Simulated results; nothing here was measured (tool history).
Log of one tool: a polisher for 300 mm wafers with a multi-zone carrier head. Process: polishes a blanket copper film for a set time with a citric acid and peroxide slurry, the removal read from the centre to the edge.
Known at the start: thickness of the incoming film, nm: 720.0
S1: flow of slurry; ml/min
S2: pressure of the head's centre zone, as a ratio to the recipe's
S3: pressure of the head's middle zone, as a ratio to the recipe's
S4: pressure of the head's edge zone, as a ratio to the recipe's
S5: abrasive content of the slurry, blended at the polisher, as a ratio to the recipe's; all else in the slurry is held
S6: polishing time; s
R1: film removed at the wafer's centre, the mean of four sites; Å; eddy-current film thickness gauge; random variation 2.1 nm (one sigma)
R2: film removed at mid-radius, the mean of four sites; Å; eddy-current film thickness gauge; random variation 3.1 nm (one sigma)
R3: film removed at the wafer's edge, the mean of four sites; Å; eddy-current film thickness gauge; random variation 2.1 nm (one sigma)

run,hour,S1,S2,S3,S4,S5,S6,R1,R2,R3
1,0.0,145,1.00,1.00,1.00,1.00,74,1922.1,2037.1,1908.8
2,3.9,145,1.00,1.00,0.95,1.00,74,1943.7,1999.5,1881.9
3,11.6,145,1.00,1.00,0.91,1.00,74,1950.1,2052.8,1875.8
4,17.4,145,1.00,1.00,0.91,0.90,74,1890.6,1969.7,1835.0
5,23.9,155,1.03,1.00,0.95,1.10,76,2083.8,2129.5,2010.7
6,25.9,155,1.03,1.00,0.89,1.10,76,2095.5,2095.9,1942.4
7,33.1,170,1.07,1.04,0.92,1.25,78,2347.3,2287.5,2100.3
8,35.2,180,1.09,1.08,0.95,1.35,79,2485.9,2533.0,2192.5
9,37.4,190,1.11,1.08,0.98,1.40,79,2552.3,2494.7,2289.3

The next listed run, before its measurement:
10,39.5,195,1.13,1.10,0.99,1.45,79,?,?,?

Run 10 gave R1 2650.0 Å, R2 2583.7 Å, R3 2299.9 Å.

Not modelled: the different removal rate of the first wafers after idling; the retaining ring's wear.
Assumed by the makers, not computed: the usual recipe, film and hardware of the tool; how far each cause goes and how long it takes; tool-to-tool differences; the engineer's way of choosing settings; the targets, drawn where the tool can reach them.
